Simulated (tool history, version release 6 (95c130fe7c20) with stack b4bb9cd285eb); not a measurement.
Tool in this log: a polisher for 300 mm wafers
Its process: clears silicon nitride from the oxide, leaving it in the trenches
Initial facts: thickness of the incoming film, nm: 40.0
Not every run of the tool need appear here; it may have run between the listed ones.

run,hour,flow of slurry (ml/min),pressure of the wafer on the pad (kPa),speed of the pad under the wafer (m/s),overpolish time after the end point (s),time until the end point was called (s)
1,0.0,155,11.7,0.84,35,68.026
2,4.2,155,12.4,0.84,35,66.352
3,12.0,155,12.4,0.84,37,65.174
4,20.6,155,13.1,0.84,37,63.745
5,28.0,155,13.1,0.84,35,62.277
6,29.0,155,13.8,0.84,35,61.168

Run 7, settings as shown, results not yet in. Your forecast:
7,34.9,155,14.5,0.84,35,?

Run 7 measured time until the end point was called (s) 58.413.
